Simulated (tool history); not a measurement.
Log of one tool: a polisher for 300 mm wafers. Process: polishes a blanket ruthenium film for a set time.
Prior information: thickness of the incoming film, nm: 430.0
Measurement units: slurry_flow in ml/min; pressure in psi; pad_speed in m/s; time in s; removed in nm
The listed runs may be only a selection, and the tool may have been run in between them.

| run | day | slurry_flow | pressure | pad_speed | time | removed |
|---|---|---|---|---|---|---|
| 1 | 0.000 | 130 | 1.9 | 1.1 | 89 | 108.07 |
| 2 | 0.271 | 140 | 1.9 | 1.1 | 89 | 109.43 |
| 3 | 0.533 | 140 | 2.4 | 1.1 | 89 | 135.94 |
| 4 | 0.871 | 135 | 2.4 | 1.1 | 89 | 135.15 |
| 5 | 0.996 | 135 | 2.4 | 1.1 | 94 | 142.39 |
| 6 | 1.342 | 135 | 2.7 | 1.1 | 94 | 161.46 |
| 7 | 1.388 | 125 | 2.6 | 1.1 | 94 | 153.32 |
| 8 | 1.450 | 120 | 2.5 | 1.1 | 94 | 147.24 |
| 9 | 1.496 | 120 | 2.4 | 1.1 | 94 | 141.43 |
| 10 | 1.829 | 120 | 2.3 | 1.1 | 94 | 133.82 |
| 11 | 1.967 | 115 | 2.3 | 1.1 | 94 | 132.97 |

Estimate the outcome of run 12 from the log above:
| 12 | 2.246 | 110 | 2.3 | 1.1 | 94 | ? |

Run 12 gave removed 130.91 nm.
